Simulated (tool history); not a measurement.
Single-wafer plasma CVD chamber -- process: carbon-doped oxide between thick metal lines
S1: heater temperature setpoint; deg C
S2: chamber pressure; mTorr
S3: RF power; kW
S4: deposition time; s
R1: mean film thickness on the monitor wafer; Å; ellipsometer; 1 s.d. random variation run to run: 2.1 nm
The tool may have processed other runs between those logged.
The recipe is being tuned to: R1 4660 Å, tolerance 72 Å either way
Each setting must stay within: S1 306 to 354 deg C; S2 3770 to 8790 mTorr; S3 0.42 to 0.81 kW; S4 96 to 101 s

run 1 hour=0 | S1=330 S2=6280 S3=0.615 S4=101 | R1=6068.5
run 2 hour=6.3 | S1=330 S2=6280 S3=0.615 S4=101 | R1=6063.5
run 3 hour=8.1 | S1=334 S2=5920 S3=0.565 S4=101 | R1=5652.5
run 4 hour=15.3 | S1=334 S2=5920 S3=0.565 S4=101 | R1=5578.3
run 5 hour=20.4 | S1=334 S2=5920 S3=0.625 S4=101 | R1=5939
run 6 hour=27.6 | S1=338 S2=5460 S3=0.595 S4=101 | R1=5591.2
run 7 hour=29.9 | S1=341 S2=5080 S3=0.575 S4=101 | R1=5387.2
run 8 hour=33 | S1=344 S2=4810 S3=0.555 S4=101 | R1=5125.5
run 9 hour=38 | S1=346 S2=4580 S3=0.545 S4=101 | R1=5010.9
run 10 hour=41.8 | S1=348 S2=4400 S3=0.54 S4=101 | R1=4864.5
run 11 hour=50.2 | S1=349 S2=4300 S3=0.54 S4=101 | R1=4840.8
run 12 hour=55.8 | S1=350 S2=4200 S3=0.54 S4=101 | R1=4782.4
run 13 hour=61.9 | S1=351 S2=4150 S3=0.54 S4=101 | R1=4778.4
run 14 hour=66.6 | S1=352 S2=4070 S3=0.54 S4=101 | R1=4766.1

Exercise: of the 4 proposed moves below, exactly one satisfies all targets within the stated allowed misses. Which move is it?
run A hour=71.3 | S1=348 S2=4690 S3=0.54 S4=101 | R1=?
run B hour=71.3 | S1=354 S2=3880 S3=0.565 S4=101 | R1=?
run C hour=71.3 | S1=354 S2=4260 S3=0.55 S4=101 | R1=?
run D hour=71.3 | S1=349 S2=3770 S3=0.555 S4=97 | R1=?

move=A R1=4937.3
move=B R1=4808
move=C R1=4813.1
move=D R1=4611.3
A: moves away from the targets compared with the last run
B: moves away from the targets compared with the last run
C: moves away from the targets compared with the last run
D: meets every target
Answer: D
